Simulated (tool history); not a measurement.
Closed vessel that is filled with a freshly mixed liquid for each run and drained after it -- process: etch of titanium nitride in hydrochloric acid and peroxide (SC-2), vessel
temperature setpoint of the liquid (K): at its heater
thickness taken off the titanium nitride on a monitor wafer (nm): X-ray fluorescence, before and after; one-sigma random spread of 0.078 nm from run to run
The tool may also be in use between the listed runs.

run	hour	temperature setpoint of the liquid (K)	parts of water to one part each of 37 % hydrochloric acid and 30 % peroxide (parts by volume)	time in the liquid (s)	thickness taken off the titanium nitride on a monitor wafer (nm)
1	0.0	331.15	8.0	175	7.2511
2	6.9	331.15	9.0	175	6.5146
3	11.7	334.15	9.0	175	7.9574
4	12.7	336.15	9.0	175	9.0318
5	16.4	336.15	9.0	175	8.9417
6	23.3	337.65	9.0	175	9.8078
7	31.3	338.65	9.0	175	10.3160
8	33.8	339.15	9.0	175	10.7290
9	40.7	339.15	9.0	175	10.7150

What does the tool deliver on the next run?
10	43.1	339.65	9.0	175	?

Run 10 produced thickness taken off the titanium nitride on a monitor wafer (nm) 11.1990.
